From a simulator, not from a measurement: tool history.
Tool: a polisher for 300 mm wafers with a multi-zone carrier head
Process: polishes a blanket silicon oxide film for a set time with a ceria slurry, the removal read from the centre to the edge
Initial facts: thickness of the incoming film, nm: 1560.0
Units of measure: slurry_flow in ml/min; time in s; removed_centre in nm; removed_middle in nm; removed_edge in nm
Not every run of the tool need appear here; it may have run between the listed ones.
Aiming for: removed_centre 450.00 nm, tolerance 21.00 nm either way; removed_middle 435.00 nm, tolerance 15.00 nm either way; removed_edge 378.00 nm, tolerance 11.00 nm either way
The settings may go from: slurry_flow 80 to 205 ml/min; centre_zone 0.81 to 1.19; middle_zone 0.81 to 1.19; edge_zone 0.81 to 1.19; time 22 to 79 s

run	day	slurry_flow	centre_zone	middle_zone	edge_zone	time	removed_centre	removed_middle	removed_edge
1	0.000	135	1.00	1.00	1.00	50	260.05	266.84	260.16
2	0.125	125	1.00	1.00	1.00	50	258.72	259.84	253.29
3	0.321	125	1.00	1.00	1.00	43	217.63	218.49	218.65
4	0.608	125	1.00	1.00	1.00	53	275.05	272.64	273.09
5	0.788	140	1.04	1.03	1.02	56	302.42	304.27	288.17
6	1.062	150	1.06	1.04	1.02	59	338.63	334.05	313.04
# day 1.121: edge zone pressure recalibrated
7	1.121	160	1.08	1.05	1.02	61	360.43	350.69	336.60
8	1.304	175	1.18	1.15	0.92	68	445.50	425.04	364.85
9	1.379	180	1.18	1.15	0.93	68	445.94	433.39	365.37
10	1.429	180	1.18	1.14	0.94	68	452.79	421.64	366.87
11	1.579	180	1.17	1.14	0.95	68	435.14	425.77	368.20

5 next moves are on the table. One of them brings every result within its allowed miss. Which?
A	1.729	150	1.16	1.16	0.99	67	?	?	?
B	1.729	160	1.18	1.14	0.97	71	?	?	?
C	1.729	180	1.19	1.19	0.85	66	?	?	?
D	1.729	205	1.08	1.08	0.98	67	?	?	?
E	1.729	195	1.19	1.17	0.95	64	?	?	?

move	removed_centre	removed_middle	removed_edge
A	404.69	410.34	362.30
B	442.54	434.02	383.78
C	424.91	427.03	340.60
D	399.85	408.25	375.31
E	417.90	413.43	350.92
A: misses by more than the last run did
B: all results in spec
C: misses by more than the last run did
D: puts the biggest miss on target and leaves a different result outside tolerance
E: misses by more than the last run did
B meets every target.
